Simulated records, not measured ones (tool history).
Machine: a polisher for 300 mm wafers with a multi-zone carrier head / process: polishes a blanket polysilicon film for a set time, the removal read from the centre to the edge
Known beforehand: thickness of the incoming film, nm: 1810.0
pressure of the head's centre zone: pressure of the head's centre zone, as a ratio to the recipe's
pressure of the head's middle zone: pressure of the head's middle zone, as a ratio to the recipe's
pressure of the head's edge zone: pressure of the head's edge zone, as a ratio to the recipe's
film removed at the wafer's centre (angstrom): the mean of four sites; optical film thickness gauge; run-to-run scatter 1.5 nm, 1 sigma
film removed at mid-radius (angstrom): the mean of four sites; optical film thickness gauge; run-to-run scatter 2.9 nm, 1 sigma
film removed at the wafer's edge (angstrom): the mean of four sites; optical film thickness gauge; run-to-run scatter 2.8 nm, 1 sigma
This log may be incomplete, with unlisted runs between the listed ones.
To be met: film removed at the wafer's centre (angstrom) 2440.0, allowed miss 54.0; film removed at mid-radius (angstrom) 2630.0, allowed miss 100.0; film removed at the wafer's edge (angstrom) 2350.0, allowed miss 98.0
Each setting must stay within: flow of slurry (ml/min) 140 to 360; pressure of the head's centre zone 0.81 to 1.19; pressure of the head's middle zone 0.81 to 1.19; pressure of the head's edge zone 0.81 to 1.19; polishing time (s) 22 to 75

run    day  flow of slurry (ml/min)  pressure of the head's centre zone  pressure of the head's middle zone  pressure of the head's edge zone  polishing time (s)  film removed at the wafer's centre (angstrom)  film removed at mid-radius (angstrom)  film removed at the wafer's edge (angstrom)
  1  0.000                      230                                1.00                                1.00                              1.00                  48                                         1942.6                                 1966.1                                       1887.4
  2  0.125                      190                                1.00                                1.00                              1.00                  48                                         1866.7                                 1872.2                                       1839.1
  3  0.242                      190                                1.00                                1.00                              1.06                  48                                         1882.3                                 1907.3                                       1939.9
  4  0.496                      140                                1.00                                1.00                              1.06                  48                                         1733.8                                 1803.5                                       1814.5
  5  0.596                      170                                1.00                                1.00                              1.06                  48                                         1832.9                                 1825.4                                       1852.6
  6  0.921                      215                                1.00                                1.05                              1.08                  49                                         1957.1                                 2017.4                                       1971.4
  7  0.954                      245                                1.00                                1.09                              1.10                  50                                         2047.7                                 2122.8                                       2047.4
  8  1.217                      265                                1.00                                1.12                              1.10                  52                                         2141.1                                 2264.6                                       2197.0

Which one of the following 5 next-run settings gets every result inside its allowed miss? There is exactly one.
  A  1.479                      245                                0.90                                1.19                              1.09                  63                                              ?                                      ?                                            ?
  B  1.479                      275                                0.96                                1.19                              0.89                  62                                              ?                                      ?                                            ?
  C  1.479                      235                                0.91                                1.19                              1.10                  62                                              ?                                      ?                                            ?
  D  1.479                      275                                1.10                                1.04                              1.14                  51                                              ?                                      ?                                            ?
  E  1.479                      185                                1.05                                1.19                              1.04                  60                                              ?                                      ?                                            ?

move  film removed at the wafer's centre (angstrom)  film removed at mid-radius (angstrom)  film removed at the wafer's edge (angstrom)
   A                                         2309.8                                 2854.9                                       2568.5
   B                                         2463.7                                 2849.1                                       2318.1
   C                                         2284.5                                 2793.9                                       2528.9
   D                                         2323.0                                 2170.4                                       2152.7
   E                                         2449.4                                 2602.4                                       2314.2
A: closer than the last run, but not yet in spec
B: the worst result of the last run now meets its target, but another is out of spec
C: closer than the last run, but not yet in spec
D: closer than the last run, but not yet in spec
E: in spec on every target
Go with E: it meets all targets.
